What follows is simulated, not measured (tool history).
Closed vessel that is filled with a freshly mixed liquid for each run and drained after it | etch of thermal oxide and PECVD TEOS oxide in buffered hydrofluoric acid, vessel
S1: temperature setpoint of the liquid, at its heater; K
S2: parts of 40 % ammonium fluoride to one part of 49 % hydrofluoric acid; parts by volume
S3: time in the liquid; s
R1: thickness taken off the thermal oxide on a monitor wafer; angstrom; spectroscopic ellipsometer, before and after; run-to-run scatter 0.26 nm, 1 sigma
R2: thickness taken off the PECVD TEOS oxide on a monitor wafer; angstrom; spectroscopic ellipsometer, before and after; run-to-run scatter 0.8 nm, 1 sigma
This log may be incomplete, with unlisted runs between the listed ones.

run 1 hour=0 | S1=293.15 S2=17 S3=60 | R1=311.14 R2=612.79
run 2 hour=6.8 | S1=293.15 S2=17 S3=35 | R1=181.53 R2=355.49
run 3 hour=15.6 | S1=293.15 S2=17 S3=55 | R1=284.54 R2=569.23
run 4 hour=23.8 | S1=293.15 S2=19 S3=55 | R1=258.29 R2=502.5
run 5 hour=30.6 | S1=294.65 S2=19 S3=55 | R1=276.71 R2=551.26
run 6 hour=35.1 | S1=294.65 S2=21 S3=55 | R1=259.03 R2=508.04
run 7 hour=42.7 | S1=295.65 S2=20.5 S3=55 | R1=279.12 R2=550.46
run 8 hour=45.8 | S1=296.65 S2=20.5 S3=55 | R1=294.47 R2=588.49

For run 9, what comes out?
-- hour=50.6 hydrofluoric acid flow meter replaced
run 9 hour=50.6 | S1=297.15 S2=20 S3=55 | R1=? R2=?

{"run 9": {"R1": 322.08, "R2": 640.5}}

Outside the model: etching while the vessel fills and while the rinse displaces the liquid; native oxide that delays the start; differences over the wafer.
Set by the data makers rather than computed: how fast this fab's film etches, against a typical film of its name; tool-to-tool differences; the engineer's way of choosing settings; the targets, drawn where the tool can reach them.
